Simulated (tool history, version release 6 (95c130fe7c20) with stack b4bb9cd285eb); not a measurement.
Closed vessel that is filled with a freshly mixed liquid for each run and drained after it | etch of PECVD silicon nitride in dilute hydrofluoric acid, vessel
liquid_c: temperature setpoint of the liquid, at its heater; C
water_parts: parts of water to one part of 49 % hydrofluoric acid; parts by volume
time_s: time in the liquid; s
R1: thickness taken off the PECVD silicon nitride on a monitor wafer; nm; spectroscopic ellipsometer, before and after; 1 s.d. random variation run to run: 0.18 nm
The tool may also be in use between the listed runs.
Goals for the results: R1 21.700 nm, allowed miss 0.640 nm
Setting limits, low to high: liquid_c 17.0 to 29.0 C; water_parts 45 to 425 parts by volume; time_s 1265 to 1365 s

Run 1, hour 0.0: liquid_c 21.0 C, water_parts 235 parts by volume, time_s 1265 s. Result: R1 13.167 nm.
Run 2, hour 4.0: liquid_c 18.0 C, water_parts 235 parts by volume, time_s 1265 s. Result: R1 11.083 nm.
Run 3, hour 7.7: liquid_c 20.5 C, water_parts 230 parts by volume, time_s 1265 s. Result: R1 12.936 nm.
Run 4, hour 9.7: liquid_c 22.5 C, water_parts 225 parts by volume, time_s 1265 s. Result: R1 15.364 nm.
Run 5, hour 18.2: liquid_c 22.5 C, water_parts 270 parts by volume, time_s 1265 s. Result: R1 12.838 nm.
Run 6, hour 26.4: liquid_c 20.5 C, water_parts 270 parts by volume, time_s 1265 s. Result: R1 11.189 nm.
Run 7, hour 34.3: liquid_c 22.5 C, water_parts 260 parts by volume, time_s 1265 s. Result: R1 13.350 nm.
Run 8, hour 35.1: liquid_c 24.0 C, water_parts 255 parts by volume, time_s 1265 s. Result: R1 14.971 nm.
Run 9, hour 36.3: liquid_c 25.0 C, water_parts 250 parts by volume, time_s 1265 s. Result: R1 16.269 nm.
Run 10, hour 36.9: liquid_c 26.0 C, water_parts 250 parts by volume, time_s 1265 s. Result: R1 17.309 nm.
Run 11, hour 42.1: liquid_c 26.5 C, water_parts 250 parts by volume, time_s 1265 s. Result: R1 17.663 nm.
Run 12, hour 47.7: liquid_c 27.0 C, water_parts 245 parts by volume, time_s 1265 s. Result: R1 18.336 nm.

Exercise: of the 5 proposed moves below, exactly one satisfies all targets within the stated allowed misses. Which move is it?
Run A, hour 53.3: liquid_c 26.5 C, water_parts 265 parts by volume, time_s 1265 s. Result: R1 ?.
Run B, hour 53.3: liquid_c 27.5 C, water_parts 215 parts by volume, time_s 1365 s. Result: R1 ?.
Run C, hour 53.3: liquid_c 27.0 C, water_parts 205 parts by volume, time_s 1365 s. Result: R1 ?.
Run D, hour 53.3: liquid_c 24.0 C, water_parts 190 parts by volume, time_s 1365 s. Result: R1 ?.
Run E, hour 53.3: liquid_c 27.0 C, water_parts 225 parts by volume, time_s 1265 s. Result: R1 ?.

move      R1
   A  16.593
   B  23.480
   C  23.892
   D  21.371
   E  20.163
A: its largest miss is bigger than the last run's
B: carries the result that was furthest off beyond its target, to the other side
C: carries the result that was furthest off beyond its target, to the other side
D: in spec on every target
E: gains on the last run, yet a result remains outside its allowed miss
The right move is D.

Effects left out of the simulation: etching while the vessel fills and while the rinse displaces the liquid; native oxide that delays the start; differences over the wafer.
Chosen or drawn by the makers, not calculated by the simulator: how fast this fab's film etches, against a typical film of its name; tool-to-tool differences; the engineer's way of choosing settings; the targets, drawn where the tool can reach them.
